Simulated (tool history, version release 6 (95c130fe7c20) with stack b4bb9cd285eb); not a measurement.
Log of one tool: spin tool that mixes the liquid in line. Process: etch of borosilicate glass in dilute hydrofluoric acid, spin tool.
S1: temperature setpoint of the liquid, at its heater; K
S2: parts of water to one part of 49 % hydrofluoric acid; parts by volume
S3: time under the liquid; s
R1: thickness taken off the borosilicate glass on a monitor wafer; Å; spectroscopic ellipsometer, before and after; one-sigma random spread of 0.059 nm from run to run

run,hour,S1,S2,S3,R1
1,0.0,298.15,245,75,59.937
2,8.5,300.65,195,75,86.804
3,11.4,302.15,165,75,112.720
4,12.1,302.15,215,75,81.031
5,18.1,302.15,260,75,63.504
6,24.4,304.65,260,75,68.851

For run 7, what comes out?
7,33.3,305.15,210,75,?

R1: 92.812 Å
